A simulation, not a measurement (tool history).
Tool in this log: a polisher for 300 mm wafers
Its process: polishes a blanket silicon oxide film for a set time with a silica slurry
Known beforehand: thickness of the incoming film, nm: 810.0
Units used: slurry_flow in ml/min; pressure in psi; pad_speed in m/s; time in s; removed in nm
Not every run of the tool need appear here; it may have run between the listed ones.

run 1 hour=0 | slurry_flow=165 pressure=5.5 pad_speed=1.18 slurry_solids=1 time=45 | removed=235.5
run 2 hour=3.6 | slurry_flow=160 pressure=5.1 pad_speed=1.18 slurry_solids=1 time=45 | removed=217.29
run 3 hour=8.1 | slurry_flow=155 pressure=4.8 pad_speed=1.18 slurry_solids=1 time=45 | removed=202.38
run 4 hour=12.4 | slurry_flow=150 pressure=4.6 pad_speed=1.18 slurry_solids=1 time=45 | removed=194.43
run 5 hour=13.8 | slurry_flow=180 pressure=4.6 pad_speed=1.18 slurry_solids=1 time=45 | removed=200.79
run 6 hour=20.2 | slurry_flow=145 pressure=4.6 pad_speed=1.18 slurry_solids=1 time=45 | removed=193.1
run 7 hour=28 | slurry_flow=140 pressure=4.4 pad_speed=1.18 slurry_solids=1 time=45 | removed=188.81
run 8 hour=30.4 | slurry_flow=140 pressure=4.2 pad_speed=1.18 slurry_solids=1 time=45 | removed=178.02

Run 9, settings as shown, results not yet in. Your forecast:
run 9 hour=37.9 | slurry_flow=135 pressure=4 pad_speed=1.18 slurry_solids=1 time=45 | removed=?

removed: 169.74 nm
